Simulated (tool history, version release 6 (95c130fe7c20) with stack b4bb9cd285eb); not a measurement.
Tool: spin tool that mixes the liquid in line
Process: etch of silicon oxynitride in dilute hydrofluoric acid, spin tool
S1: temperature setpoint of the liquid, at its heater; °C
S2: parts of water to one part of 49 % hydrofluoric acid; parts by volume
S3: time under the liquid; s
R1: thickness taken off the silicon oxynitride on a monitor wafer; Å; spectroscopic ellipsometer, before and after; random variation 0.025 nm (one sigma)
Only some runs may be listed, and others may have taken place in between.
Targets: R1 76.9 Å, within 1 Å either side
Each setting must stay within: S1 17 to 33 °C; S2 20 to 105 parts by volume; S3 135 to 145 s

run 1 hour=0 | S1=25 S2=55 S3=135 | R1=96.246
run 2 hour=4 | S1=25 S2=55 S3=145 | R1=103.03
run 3 hour=11.7 | S1=25 S2=55 S3=145 | R1=103.49
run 4 hour=15.1 | S1=25 S2=55 S3=135 | R1=96.145
run 5 hour=19.6 | S1=28 S2=55 S3=135 | R1=111.04
run 6 hour=27.5 | S1=28 S2=35 S3=135 | R1=177.84
run 7 hour=32.3 | S1=24 S2=50 S3=135 | R1=100.94
run 8 hour=32.9 | S1=23 S2=50 S3=135 | R1=97.08
run 9 hour=41.8 | S1=22 S2=50 S3=135 | R1=91.71
run 10 hour=44.3 | S1=18 S2=50 S3=135 | R1=74.978

Which one of the following 4 next-run settings gets every result inside its allowed miss? There is exactly one.
run A hour=46.8 | S1=17 S2=50 S3=145 | R1=?
run B hour=46.8 | S1=19 S2=50 S3=135 | R1=?
run C hour=46.8 | S1=17 S2=45 S3=135 | R1=?
run D hour=46.8 | S1=17.5 S2=50 S3=145 | R1=?

move=A R1=76.301
move=B R1=78.683
move=C R1=79.167
move=D R1=78.287
A: meets every target
B: pushes the last run's worst result past its target
C: pushes the last run's worst result past its target
D: pushes the last run's worst result past its target
Move A is the one to make.

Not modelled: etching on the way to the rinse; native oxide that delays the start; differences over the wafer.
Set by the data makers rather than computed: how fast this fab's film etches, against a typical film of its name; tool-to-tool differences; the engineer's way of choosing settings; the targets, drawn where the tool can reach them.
